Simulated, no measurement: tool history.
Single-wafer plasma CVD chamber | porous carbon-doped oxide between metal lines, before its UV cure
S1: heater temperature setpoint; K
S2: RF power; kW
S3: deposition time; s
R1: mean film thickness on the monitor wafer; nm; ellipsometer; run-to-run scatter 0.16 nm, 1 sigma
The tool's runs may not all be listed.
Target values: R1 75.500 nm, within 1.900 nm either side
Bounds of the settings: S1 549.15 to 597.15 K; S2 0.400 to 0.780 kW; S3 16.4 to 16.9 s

Run 1, day 0.000: S1 573.15 K, S2 0.590 kW, S3 16.4 s. Result: R1 100.730 nm.
Run 2, day 0.075: S1 575.15 K, S2 0.570 kW, S3 16.4 s. Result: R1 97.381 nm.
Run 3, day 0.183: S1 577.15 K, S2 0.555 kW, S3 16.4 s. Result: R1 94.560 nm.
Run 4, day 0.246: S1 577.15 K, S2 0.600 kW, S3 16.4 s. Result: R1 99.574 nm.
Run 5, day 0.283: S1 579.15 K, S2 0.580 kW, S3 16.4 s. Result: R1 96.504 nm.
Run 6, day 0.596: S1 579.15 K, S2 0.660 kW, S3 16.4 s. Result: R1 105.610 nm.
Run 7, day 0.629: S1 581.15 K, S2 0.635 kW, S3 16.4 s. Result: R1 101.530 nm.
Run 8, day 0.662: S1 583.15 K, S2 0.610 kW, S3 16.4 s. Result: R1 98.164 nm.
Run 9, day 0.712: S1 585.15 K, S2 0.590 kW, S3 16.4 s. Result: R1 94.839 nm.
Run 10, day 0.767: S1 586.15 K, S2 0.570 kW, S3 16.4 s. Result: R1 92.325 nm.

Of the 4 settings listed for the next run, only one would bring every result within its allowed miss of target. Which one?
Run A, day 0.821: S1 576.15 K, S2 0.675 kW, S3 16.9 s. Result: R1 ?.
Run B, day 0.821: S1 573.15 K, S2 0.440 kW, S3 16.4 s. Result: R1 ?.
Run C, day 0.821: S1 597.15 K, S2 0.495 kW, S3 16.4 s. Result: R1 ?.
Run D, day 0.821: S1 597.15 K, S2 0.465 kW, S3 16.4 s. Result: R1 ?.

move       R1
   A  111.760
   B   81.504
   C   79.573
   D   76.104
A: moves away from the targets compared with the last run
B: nearer the targets than the last run, but a result is still out of spec
C: nearer the targets than the last run, but a result is still out of spec
D: in spec on every target
Correct choice: D, which meets every target
